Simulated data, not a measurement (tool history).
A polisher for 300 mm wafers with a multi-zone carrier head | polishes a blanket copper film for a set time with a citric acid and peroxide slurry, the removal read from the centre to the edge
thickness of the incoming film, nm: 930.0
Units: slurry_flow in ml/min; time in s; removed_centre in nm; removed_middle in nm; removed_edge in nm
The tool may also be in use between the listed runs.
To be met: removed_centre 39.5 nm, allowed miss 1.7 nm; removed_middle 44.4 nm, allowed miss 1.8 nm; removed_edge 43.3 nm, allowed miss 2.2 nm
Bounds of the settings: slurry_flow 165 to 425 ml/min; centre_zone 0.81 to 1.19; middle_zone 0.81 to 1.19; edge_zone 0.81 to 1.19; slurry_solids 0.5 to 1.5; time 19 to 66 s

Run 1, hour 0: slurry_flow 275 ml/min, centre_zone 1, middle_zone 1, edge_zone 1, slurry_solids 1, time 42 s. Result: removed_centre 57.044 nm, removed_middle 56.451 nm, removed_edge 56.281 nm.
Run 2, hour 8.4: slurry_flow 275 ml/min, centre_zone 0.97, middle_zone 1, edge_zone 0.98, slurry_solids 0.9, time 41 s. Result: removed_centre 53.391 nm, removed_middle 55.278 nm, removed_edge 53.994 nm.
Run 3, hour 13.7: slurry_flow 275 ml/min, centre_zone 0.97, middle_zone 1, edge_zone 0.98, slurry_solids 0.7, time 41 s. Result: removed_centre 51.821 nm, removed_middle 52.884 nm, removed_edge 49.966 nm.
Run 4, hour 16.4: slurry_flow 270 ml/min, centre_zone 0.94, middle_zone 0.99, edge_zone 0.98, slurry_solids 0.65, time 40 s. Result: removed_centre 47.633 nm, removed_middle 50.562 nm, removed_edge 47.047 nm.
Run 5, hour 20.9: slurry_flow 265 ml/min, centre_zone 0.92, middle_zone 0.97, edge_zone 0.99, slurry_solids 0.65, time 40 s. Result: removed_centre 47.022 nm, removed_middle 48.586 nm, removed_edge 49.024 nm.
Run 6, hour 29.5: slurry_flow 265 ml/min, centre_zone 0.85, middle_zone 0.97, edge_zone 0.99, slurry_solids 0.65, time 40 s. Result: removed_centre 43.735 nm, removed_middle 49.495 nm, removed_edge 48.92 nm.
Run 7, hour 30.3: slurry_flow 265 ml/min, centre_zone 0.84, middle_zone 0.96, edge_zone 0.98, slurry_solids 0.6, time 40 s. Result: removed_centre 43.634 nm, removed_middle 48.665 nm, removed_edge 47.809 nm.
Run 8, hour 34: slurry_flow 260 ml/min, centre_zone 0.83, middle_zone 0.96, edge_zone 0.98, slurry_solids 0.6, time 40 s. Result: removed_centre 41.481 nm, removed_middle 48.073 nm, removed_edge 49.227 nm.
Run 9, hour 42.7: slurry_flow 265 ml/min, centre_zone 0.84, middle_zone 0.96, edge_zone 0.97, slurry_solids 0.6, time 39 s. Result: removed_centre 42.083 nm, removed_middle 47.384 nm, removed_edge 47.041 nm.
Run 10, hour 49.6: slurry_flow 260 ml/min, centre_zone 0.84, middle_zone 0.96, edge_zone 0.96, slurry_solids 0.6, time 39 s. Result: removed_centre 41.262 nm, removed_middle 46.889 nm, removed_edge 46.202 nm.
Run 11, hour 57.4: slurry_flow 255 ml/min, centre_zone 0.84, middle_zone 0.96, edge_zone 0.95, slurry_solids 0.6, time 39 s. Result: removed_centre 41.125 nm, removed_middle 45.885 nm, removed_edge 47.478 nm.
Run 12, hour 63.6: slurry_flow 255 ml/min, centre_zone 0.84, middle_zone 0.96, edge_zone 0.95, slurry_solids 0.6, time 39 s. Result: removed_centre 40.962 nm, removed_middle 47.693 nm, removed_edge 45.897 nm.
Run 13, hour 67.5: slurry_flow 245 ml/min, centre_zone 0.84, middle_zone 0.91, edge_zone 0.9, slurry_solids 0.5, time 38 s. Result: removed_centre 38.4 nm, removed_middle 41.53 nm, removed_edge 42.539 nm.
Run 14, hour 69.2: slurry_flow 250 ml/min, centre_zone 0.84, middle_zone 0.92, edge_zone 0.9, slurry_solids 0.5, time 38 s. Result: removed_centre 39.371 nm, removed_middle 41.944 nm, removed_edge 42.027 nm.

Which of these 5 next moves meets every target?
Run A, hour 70.9: slurry_flow 235 ml/min, centre_zone 0.81, middle_zone 0.91, edge_zone 0.99, slurry_solids 0.65, time 35 s. Result: removed_centre ?, removed_middle ?, removed_edge ?.
Run B, hour 70.9: slurry_flow 250 ml/min, centre_zone 0.84, middle_zone 0.93, edge_zone 0.9, slurry_solids 0.5, time 39 s. Result: removed_centre ?, removed_middle ?, removed_edge ?.
Run C, hour 70.9: slurry_flow 200 ml/min, centre_zone 0.81, middle_zone 1.02, edge_zone 1.02, slurry_solids 0.55, time 37 s. Result: removed_centre ?, removed_middle ?, removed_edge ?.
Run D, hour 70.9: slurry_flow 165 ml/min, centre_zone 0.81, middle_zone 0.81, edge_zone 1.07, slurry_solids 0.65, time 41 s. Result: removed_centre ?, removed_middle ?, removed_edge ?.
Run E, hour 70.9: slurry_flow 220 ml/min, centre_zone 0.81, middle_zone 0.95, edge_zone 1.08, slurry_solids 0.6, time 35 s. Result: removed_centre ?, removed_middle ?, removed_edge ?.

move  removed_centre  removed_middle  removed_edge
   A          36.517          40.909        43.132
   B          40.412          44.616        44.075
   C          36.463          45.039        43.989
   D          39.964           40.99        50.273
   E          35.614          41.382        44.016
A: further off than the last run
B: meets every target
C: brings the result that was furthest off to its target, and leaves another outside
D: further off than the last run
E: further off than the last run
Move B is the one to make.

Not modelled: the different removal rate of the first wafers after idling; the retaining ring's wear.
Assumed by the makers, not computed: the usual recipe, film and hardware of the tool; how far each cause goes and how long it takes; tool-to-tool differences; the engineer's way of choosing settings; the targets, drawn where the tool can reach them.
